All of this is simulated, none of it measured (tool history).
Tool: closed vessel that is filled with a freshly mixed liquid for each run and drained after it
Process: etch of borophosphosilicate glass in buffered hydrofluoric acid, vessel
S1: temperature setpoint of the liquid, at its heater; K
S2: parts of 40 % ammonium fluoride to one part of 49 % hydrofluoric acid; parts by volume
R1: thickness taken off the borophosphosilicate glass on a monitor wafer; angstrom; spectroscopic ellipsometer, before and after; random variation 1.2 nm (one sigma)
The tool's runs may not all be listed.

run 1 day=0.000 | S1=295.15 S2=9.0 time_in_the_liquid_(s)=100 | R1=3224.5
run 2 day=0.208 | S1=294.65 S2=9.5 time_in_the_liquid_(s)=100 | R1=3047.5
run 3 day=0.362 | S1=294.65 S2=9.5 time_in_the_liquid_(s)=110 | R1=3393.3
run 4 day=0.467 | S1=294.15 S2=10.0 time_in_the_liquid_(s)=110 | R1=3186.1
run 5 day=0.696 | S1=293.65 S2=10.5 time_in_the_liquid_(s)=110 | R1=2942.4
-- day=1.021 thermometer replaced
run 6 day=1.021 | S1=293.65 S2=8.5 time_in_the_liquid_(s)=110 | R1=3270.2
run 7 day=1.188 | S1=293.15 S2=9.0 time_in_the_liquid_(s)=110 | R1=3012.9
run 8 day=1.383 | S1=292.65 S2=9.5 time_in_the_liquid_(s)=110 | R1=2821.7

Forecast run 9:
run 9 day=1.638 | S1=292.15 S2=10.0 time_in_the_liquid_(s)=110 | R1=?

{"run 9": {"R1": 2657.0}}
